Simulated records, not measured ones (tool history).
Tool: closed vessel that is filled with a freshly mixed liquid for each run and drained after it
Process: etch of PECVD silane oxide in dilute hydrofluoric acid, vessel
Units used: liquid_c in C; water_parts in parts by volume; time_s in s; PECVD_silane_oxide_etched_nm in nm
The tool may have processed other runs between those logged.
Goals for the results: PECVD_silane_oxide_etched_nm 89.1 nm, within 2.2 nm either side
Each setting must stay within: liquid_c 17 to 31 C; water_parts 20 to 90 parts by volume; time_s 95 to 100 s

run  hour  liquid_c  water_parts  time_s  PECVD_silane_oxide_etched_nm
  1     0        23           50      95                         73.13
  2   2.7        21           50      95                        68.131
  3   3.4        23           50      95                        73.602
  4   5.5        23           40      95                        93.007
  5   6.7        23           50      95                        73.187
  6  11.8        23           35      95                         106.7
  7  18.4      21.5           35      95                        100.59
  8  21.2      20.5           35      95                        96.527
  9  26.6        20           35      95                        94.416

4 next moves are on the table. One of them brings every result within its allowed miss. Which?
  A    32      23.5           45     100                             ?
  B    32        21           35     100                             ?
  C    32        19           35     100                             ?
  D    32      19.5           35     100                             ?

move  PECVD_silane_oxide_etched_nm
   A                        88.496
   B                        103.51
   C                        94.873
   D                        96.975
A: meets every target
B: its largest miss is bigger than the last run's
C: its largest miss is bigger than the last run's
D: its largest miss is bigger than the last run's
A is the move that brings every result within its allowed miss.

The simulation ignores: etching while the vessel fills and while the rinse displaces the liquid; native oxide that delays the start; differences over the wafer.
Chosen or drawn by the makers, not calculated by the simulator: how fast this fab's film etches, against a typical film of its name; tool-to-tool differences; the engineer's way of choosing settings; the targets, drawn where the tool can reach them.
